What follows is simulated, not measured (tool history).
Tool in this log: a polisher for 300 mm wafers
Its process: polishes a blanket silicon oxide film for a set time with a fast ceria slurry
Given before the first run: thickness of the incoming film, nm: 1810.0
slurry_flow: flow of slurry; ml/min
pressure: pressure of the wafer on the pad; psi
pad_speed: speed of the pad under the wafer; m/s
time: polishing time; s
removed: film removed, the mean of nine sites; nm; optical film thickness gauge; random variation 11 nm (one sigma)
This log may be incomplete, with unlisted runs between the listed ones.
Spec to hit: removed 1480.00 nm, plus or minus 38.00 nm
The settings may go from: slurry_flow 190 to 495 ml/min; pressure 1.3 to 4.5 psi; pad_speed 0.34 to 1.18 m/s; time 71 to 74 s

run	hour	slurry_flow	pressure	pad_speed	time	removed
1	0.0	320	2.9	0.76	71	987.86
2	5.4	320	3.0	0.76	71	991.79
3	10.2	320	3.1	0.76	71	1016.30
4	15.2	320	3.5	0.76	71	1115.90
5	17.8	320	3.6	0.76	71	1133.60
6	20.5	265	3.6	0.76	71	1119.70
7	23.4	270	3.7	0.76	71	1139.60
8	30.6	280	3.8	0.76	71	1177.70
9	38.9	280	4.5	0.76	71	1323.70
10	42.2	280	4.5	0.80	71	1394.10
11	49.9	280	4.5	0.82	71	1436.00

5 next moves are on the table. One of them brings every result within its allowed miss. Which?
A	57.6	255	4.2	0.82	74	?
B	57.6	280	4.1	0.88	74	?
C	57.6	270	4.5	0.78	72	?
D	57.6	270	4.5	0.76	73	?
E	57.6	290	4.4	0.78	71	?

move	removed
A	1385.70
B	1466.00
C	1360.90
D	1346.20
E	1326.10
A: further off than the last run
B: in spec on every target
C: further off than the last run
D: further off than the last run
E: further off than the last run
So the answer is move B, the one that meets all the targets.
